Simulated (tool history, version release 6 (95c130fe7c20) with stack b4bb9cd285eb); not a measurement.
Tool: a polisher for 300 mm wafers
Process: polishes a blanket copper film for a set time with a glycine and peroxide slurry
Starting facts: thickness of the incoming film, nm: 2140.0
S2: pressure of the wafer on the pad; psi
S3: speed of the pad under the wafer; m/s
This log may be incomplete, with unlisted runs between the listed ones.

Run 1, hour 0.0: flow of slurry (ml/min) 310, S2 3.2 psi, S3 0.86 m/s, polishing time (s) 121. Result: film removed (angstrom) 5473.2.
Run 2, hour 8.6: flow of slurry (ml/min) 310, S2 3.0 psi, S3 0.86 m/s, polishing time (s) 121. Result: film removed (angstrom) 5319.2.
Run 3, hour 9.6: flow of slurry (ml/min) 310, S2 3.0 psi, S3 1.08 m/s, polishing time (s) 121. Result: film removed (angstrom) 6376.3.
Run 4, hour 14.6: flow of slurry (ml/min) 310, S2 2.8 psi, S3 1.06 m/s, polishing time (s) 121. Result: film removed (angstrom) 5998.2.
Run 5, hour 22.7: flow of slurry (ml/min) 310, S2 2.6 psi, S3 1.04 m/s, polishing time (s) 121. Result: film removed (angstrom) 5623.3.
Run 6, hour 31.6: flow of slurry (ml/min) 310, S2 2.4 psi, S3 1.02 m/s, polishing time (s) 121. Result: film removed (angstrom) 5318.5.
Run 7, hour 35.7: flow of slurry (ml/min) 310, S2 2.3 psi, S3 1.00 m/s, polishing time (s) 121. Result: film removed (angstrom) 5103.0.

Estimate the outcome of run 8 from the log above:
Run 8, hour 36.8: flow of slurry (ml/min) 305, S2 1.4 psi, S3 0.92 m/s, polishing time (s) 121. Result: film removed (angstrom) ?.

Logged for run 8: film removed (angstrom) 3691.7.
